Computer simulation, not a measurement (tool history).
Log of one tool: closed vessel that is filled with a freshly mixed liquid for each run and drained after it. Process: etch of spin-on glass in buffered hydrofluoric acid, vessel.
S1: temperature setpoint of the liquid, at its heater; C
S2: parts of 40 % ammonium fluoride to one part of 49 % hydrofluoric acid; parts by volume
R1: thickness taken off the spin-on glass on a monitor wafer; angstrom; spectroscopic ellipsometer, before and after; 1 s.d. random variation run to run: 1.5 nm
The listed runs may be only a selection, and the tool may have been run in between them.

Run 1, hour 0: S1 20 C, S2 20 parts by volume, time in the liquid (s) 105. Result: R1 1417.2 angstrom.
Run 2, hour 5.3: S1 21 C, S2 19.5 parts by volume, time in the liquid (s) 105. Result: R1 1505.4 angstrom.
Run 3, hour 14: S1 22 C, S2 19 parts by volume, time in the liquid (s) 105. Result: R1 1613.7 angstrom.
Run 4, hour 17.6: S1 20 C, S2 19 parts by volume, time in the liquid (s) 105. Result: R1 1446.8 angstrom.
Run 5, hour 26.4: S1 21 C, S2 18.5 parts by volume, time in the liquid (s) 105. Result: R1 1569.1 angstrom.
Run 6, hour 27.4: S1 22 C, S2 18 parts by volume, time in the liquid (s) 105. Result: R1 1675.1 angstrom.
Run 7, hour 32.5: S1 22.5 C, S2 17.5 parts by volume, time in the liquid (s) 105. Result: R1 1790.5 angstrom.
Run 8, hour 40.6: S1 23 C, S2 17.5 parts by volume, time in the liquid (s) 105. Result: R1 1828.4 angstrom.
Run 9, hour 48.1: S1 23.5 C, S2 17.5 parts by volume, time in the liquid (s) 105. Result: R1 1878.2 angstrom.
Run 10, hour 53.2: S1 24 C, S2 17.5 parts by volume, time in the liquid (s) 105. Result: R1 1938.1 angstrom.
Run 11, hour 62.2: S1 24.5 C, S2 17.5 parts by volume, time in the liquid (s) 105. Result: R1 1981.3 angstrom.

Run 12, settings as shown, results not yet in. Your forecast:
Run 12, hour 70.2: S1 28 C, S2 16 parts by volume, time in the liquid (s) 105. Result: R1 ?.

For run 12 the tool returned R1 2631.5 angstrom.

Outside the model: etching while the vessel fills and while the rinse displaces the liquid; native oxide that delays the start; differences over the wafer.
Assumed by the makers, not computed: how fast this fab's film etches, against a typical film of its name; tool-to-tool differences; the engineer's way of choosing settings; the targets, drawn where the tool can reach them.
